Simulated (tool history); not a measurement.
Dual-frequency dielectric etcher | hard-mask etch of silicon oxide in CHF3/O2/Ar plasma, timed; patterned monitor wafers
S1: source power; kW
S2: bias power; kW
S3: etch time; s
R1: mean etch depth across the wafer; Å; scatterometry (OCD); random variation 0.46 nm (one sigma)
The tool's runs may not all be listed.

{"run": 1, "day": 0.0, "S1": 0.87, "S2": 0.233, "S3": 35.5, "R1": 872.22}
{"run": 2, "day": 0.233, "S1": 0.96, "S2": 0.233, "S3": 35.5, "R1": 899.23}
{"run": 3, "day": 0.329, "S1": 0.96, "S2": 0.201, "S3": 35.5, "R1": 866.59}
{"run": 4, "day": 0.392, "S1": 0.96, "S2": 0.201, "S3": 37, "R1": 896.49}
{"run": 5, "day": 0.488, "S1": 0.96, "S2": 0.228, "S3": 37, "R1": 930.53}
{"run": 6, "day": 0.529, "S1": 0.85, "S2": 0.228, "S3": 37, "R1": 891.16}

The next listed run, before its measurement:
{"run": 7, "day": 0.554, "S1": 0.8, "S2": 0.225, "S3": 37, "R1": "?"}

Run 7 gave R1 863.98 Å.

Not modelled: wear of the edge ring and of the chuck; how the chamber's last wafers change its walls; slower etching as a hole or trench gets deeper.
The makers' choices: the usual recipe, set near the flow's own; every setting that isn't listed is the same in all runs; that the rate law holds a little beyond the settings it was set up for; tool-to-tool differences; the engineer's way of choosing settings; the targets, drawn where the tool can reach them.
